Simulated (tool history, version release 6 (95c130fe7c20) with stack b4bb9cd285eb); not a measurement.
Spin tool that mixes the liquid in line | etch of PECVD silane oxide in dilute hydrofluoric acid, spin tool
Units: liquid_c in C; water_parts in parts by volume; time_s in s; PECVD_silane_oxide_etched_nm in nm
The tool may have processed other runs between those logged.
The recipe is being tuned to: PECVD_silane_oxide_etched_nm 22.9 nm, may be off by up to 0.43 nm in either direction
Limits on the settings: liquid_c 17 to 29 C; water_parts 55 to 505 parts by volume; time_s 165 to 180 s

{"run": 1, "hour": 0.0, "liquid_c": 21, "water_parts": 280, "time_s": 165, "PECVD_silane_oxide_etched_nm": 9.465}
{"run": 2, "hour": 7.8, "liquid_c": 23.5, "water_parts": 235, "time_s": 165, "PECVD_silane_oxide_etched_nm": 12.823}
{"run": 3, "hour": 11.8, "liquid_c": 25.5, "water_parts": 205, "time_s": 165, "PECVD_silane_oxide_etched_nm": 16.387}
{"run": 4, "hour": 18.0, "liquid_c": 25.5, "water_parts": 205, "time_s": 165, "PECVD_silane_oxide_etched_nm": 16.289}
{"run": 5, "hour": 23.6, "liquid_c": 26.5, "water_parts": 190, "time_s": 165, "PECVD_silane_oxide_etched_nm": 18.584}
{"run": 6, "hour": 26.3, "liquid_c": 26.5, "water_parts": 190, "time_s": 165, "PECVD_silane_oxide_etched_nm": 18.581}
{"run": 7, "hour": 32.3, "liquid_c": 27.5, "water_parts": 185, "time_s": 165, "PECVD_silane_oxide_etched_nm": 20.016}
{"run": 8, "hour": 39.0, "liquid_c": 28, "water_parts": 180, "time_s": 165, "PECVD_silane_oxide_etched_nm": 20.738}
{"run": 9, "hour": 45.9, "liquid_c": 29, "water_parts": 165, "time_s": 165, "PECVD_silane_oxide_etched_nm": 24.188}
{"run": 10, "hour": 50.4, "liquid_c": 28.5, "water_parts": 165, "time_s": 165, "PECVD_silane_oxide_etched_nm": 23.744}

Which one of the following 5 next-run settings gets every result inside its allowed miss? There is exactly one.
{"run": "A", "hour": 54.9, "liquid_c": 29, "water_parts": 180, "time_s": 180, "PECVD_silane_oxide_etched_nm": "?"}
{"run": "B", "hour": 54.9, "liquid_c": 24.5, "water_parts": 150, "time_s": 175, "PECVD_silane_oxide_etched_nm": "?"}
{"run": "C", "hour": 54.9, "liquid_c": 29, "water_parts": 165, "time_s": 165, "PECVD_silane_oxide_etched_nm": "?"}
{"run": "D", "hour": 54.9, "liquid_c": 29, "water_parts": 185, "time_s": 180, "PECVD_silane_oxide_etched_nm": "?"}
{"run": "E", "hour": 54.9, "liquid_c": 28.5, "water_parts": 175, "time_s": 165, "PECVD_silane_oxide_etched_nm": "?"}

move=A PECVD_silane_oxide_etched_nm=23.605
move=B PECVD_silane_oxide_etched_nm=24.191
move=C PECVD_silane_oxide_etched_nm=24.049
move=D PECVD_silane_oxide_etched_nm=22.826
move=E PECVD_silane_oxide_etched_nm=21.998
A: nearer than the last run, and not there yet
B: lands further from the targets than the last run did
C: lands further from the targets than the last run did
D: every result lands within tolerance
E: the result that was furthest off in the last run now lies on the other side of its target
The move that meets every target is D.
